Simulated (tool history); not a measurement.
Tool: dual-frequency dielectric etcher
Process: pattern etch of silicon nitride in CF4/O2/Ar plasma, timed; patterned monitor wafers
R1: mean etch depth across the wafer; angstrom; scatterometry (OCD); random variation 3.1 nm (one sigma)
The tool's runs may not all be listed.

Run 1, day 0: source power (kW) 0.75, bias power (kW) 0.059, Ar flow (sccm) 102, CF4 flow (sccm) 119, etch time (s) 335. Result: R1 9626.4 angstrom.
Run 2, day 0.1: source power (kW) 0.8, bias power (kW) 0.059, Ar flow (sccm) 102, CF4 flow (sccm) 119, etch time (s) 335. Result: R1 10289 angstrom.
Run 3, day 0.442: source power (kW) 0.8, bias power (kW) 0.052, Ar flow (sccm) 102, CF4 flow (sccm) 119, etch time (s) 335. Result: R1 9735.2 angstrom.
Run 4, day 0.683: source power (kW) 0.86, bias power (kW) 0.052, Ar flow (sccm) 102, CF4 flow (sccm) 119, etch time (s) 335. Result: R1 10427 angstrom.
Run 5, day 0.925: source power (kW) 0.86, bias power (kW) 0.052, Ar flow (sccm) 111, CF4 flow (sccm) 119, etch time (s) 335. Result: R1 10391 angstrom.
Run 6, day 1.012: source power (kW) 0.78, bias power (kW) 0.052, Ar flow (sccm) 111, CF4 flow (sccm) 119, etch time (s) 335. Result: R1 9414.7 angstrom.
Run 7, day 1.238: source power (kW) 0.83, bias power (kW) 0.052, Ar flow (sccm) 111, CF4 flow (sccm) 119, etch time (s) 335. Result: R1 10016 angstrom.

The next listed run, before its measurement:
At day 1.312: wet clean of the chamber.
Run 8, day 1.312: source power (kW) 0.87, bias power (kW) 0.052, Ar flow (sccm) 111, CF4 flow (sccm) 119, etch time (s) 335. Result: R1 ?.

R1: 10895 angstrom
